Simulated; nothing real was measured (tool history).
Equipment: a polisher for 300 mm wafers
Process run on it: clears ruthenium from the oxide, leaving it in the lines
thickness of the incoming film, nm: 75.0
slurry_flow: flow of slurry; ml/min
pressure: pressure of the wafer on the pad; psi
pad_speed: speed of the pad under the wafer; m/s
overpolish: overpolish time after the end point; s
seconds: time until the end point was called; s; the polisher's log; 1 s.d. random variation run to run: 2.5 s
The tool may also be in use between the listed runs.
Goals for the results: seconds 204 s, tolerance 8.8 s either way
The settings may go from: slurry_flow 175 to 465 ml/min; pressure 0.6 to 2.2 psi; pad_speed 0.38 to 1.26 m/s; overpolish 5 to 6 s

Run 1, hour 0: slurry_flow 295 ml/min, pressure 1.4 psi, pad_speed 0.82 m/s, overpolish 6 s. Result: seconds 131.47 s.
Run 2, hour 1.4: slurry_flow 295 ml/min, pressure 1.7 psi, pad_speed 0.82 m/s, overpolish 6 s. Result: seconds 112.84 s.
Run 3, hour 4.6: slurry_flow 295 ml/min, pressure 1.5 psi, pad_speed 0.8 m/s, overpolish 6 s. Result: seconds 125.21 s.
Run 4, hour 12.8: slurry_flow 295 ml/min, pressure 1.3 psi, pad_speed 0.78 m/s, overpolish 6 s. Result: seconds 148.39 s.
At hour 16.4: slurry nozzle cleaned.
Run 5, hour 16.4: slurry_flow 295 ml/min, pressure 1.2 psi, pad_speed 0.78 m/s, overpolish 6 s. Result: seconds 151.52 s.
Run 6, hour 20.6: slurry_flow 295 ml/min, pressure 1.2 psi, pad_speed 0.78 m/s, overpolish 5 s. Result: seconds 152.6 s.
Run 7, hour 24.2: slurry_flow 295 ml/min, pressure 1.1 psi, pad_speed 0.78 m/s, overpolish 5 s. Result: seconds 164.09 s.
Run 8, hour 29.8: slurry_flow 295 ml/min, pressure 1 psi, pad_speed 0.78 m/s, overpolish 5 s. Result: seconds 178.04 s.
Run 9, hour 38.3: slurry_flow 295 ml/min, pressure 0.9 psi, pad_speed 0.78 m/s, overpolish 5 s. Result: seconds 193.95 s.

Of the 5 settings listed for the next run, only one would bring every result within its allowed miss of target. Which one?
Run A, hour 46.8: slurry_flow 275 ml/min, pressure 0.8 psi, pad_speed 0.82 m/s, overpolish 6 s. Result: seconds ?.
Run B, hour 46.8: slurry_flow 295 ml/min, pressure 0.9 psi, pad_speed 0.84 m/s, overpolish 6 s. Result: seconds ?.
Run C, hour 46.8: slurry_flow 310 ml/min, pressure 0.9 psi, pad_speed 0.86 m/s, overpolish 6 s. Result: seconds ?.
Run D, hour 46.8: slurry_flow 240 ml/min, pressure 0.9 psi, pad_speed 0.86 m/s, overpolish 6 s. Result: seconds ?.
Run E, hour 46.8: slurry_flow 330 ml/min, pressure 1 psi, pad_speed 0.74 m/s, overpolish 6 s. Result: seconds ?.

move  seconds
   A   209.31
   B   184.58
   C   180.02
   D   184.13
   E    187.1
A: meets every target
B: its largest miss is bigger than the last run's
C: its largest miss is bigger than the last run's
D: its largest miss is bigger than the last run's
E: its largest miss is bigger than the last run's
A meets every target.

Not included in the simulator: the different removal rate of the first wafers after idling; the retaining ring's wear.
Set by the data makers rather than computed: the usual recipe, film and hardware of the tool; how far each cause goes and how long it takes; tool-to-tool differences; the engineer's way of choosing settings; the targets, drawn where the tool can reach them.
